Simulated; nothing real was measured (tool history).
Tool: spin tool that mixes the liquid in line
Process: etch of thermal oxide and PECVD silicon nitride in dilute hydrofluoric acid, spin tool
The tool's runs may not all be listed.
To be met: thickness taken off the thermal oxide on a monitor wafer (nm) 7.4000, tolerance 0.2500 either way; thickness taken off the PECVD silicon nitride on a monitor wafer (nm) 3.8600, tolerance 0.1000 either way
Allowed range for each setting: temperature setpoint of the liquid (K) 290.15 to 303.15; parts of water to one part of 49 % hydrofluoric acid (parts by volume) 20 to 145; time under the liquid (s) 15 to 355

run,hour,temperature setpoint of the liquid (K),parts of water to one part of 49 % hydrofluoric acid (parts by volume),time under the liquid (s),thickness taken off the thermal oxide on a monitor wafer (nm),thickness taken off the PECVD silicon nitride on a monitor wafer (nm)
1,0.0,295.15,80,180,10.6470,4.7047
2,3.0,295.65,90,185,9.9746,4.4227
3,6.4,295.65,90,140,7.4374,3.3126
4,9.3,295.65,90,65,3.4407,1.5470
5,12.6,295.65,75,65,4.1960,1.8712
6,14.3,297.15,70,65,4.8267,2.1956
7,18.3,298.15,70,65,5.0670,2.3721
8,19.8,299.15,70,65,5.1909,2.5141
9,26.6,299.65,65,65,5.8631,2.7937
10,33.5,300.15,65,65,5.8103,2.8625
11,35.3,302.65,50,65,8.7017,4.3493
12,36.3,302.65,55,65,7.7880,4.0012
13,36.9,302.65,55,65,7.7634,3.9945
14,44.7,302.65,60,65,7.0879,3.6581
15,45.4,302.65,60,65,7.1494,3.6643

Which one of the following 5 next-run settings gets every result inside its allowed miss? There is exactly one.
A,46.1,301.15,65,75,?,?
B,46.1,302.65,70,80,?,?
C,46.1,302.15,60,65,?,?
D,46.1,302.65,70,75,?,?
E,46.1,302.15,80,85,?,?

move,thickness taken off the thermal oxide on a monitor wafer (nm),thickness taken off the PECVD silicon nitride on a monitor wafer (nm)
A,7.0748,3.5631
B,7.3760,3.8893
C,6.9588,3.5668
D,6.9150,3.6462
E,6.6296,3.5033
A: further off than the last run
B: all results in spec
C: further off than the last run
D: further off than the last run
E: further off than the last run
The right move is B.
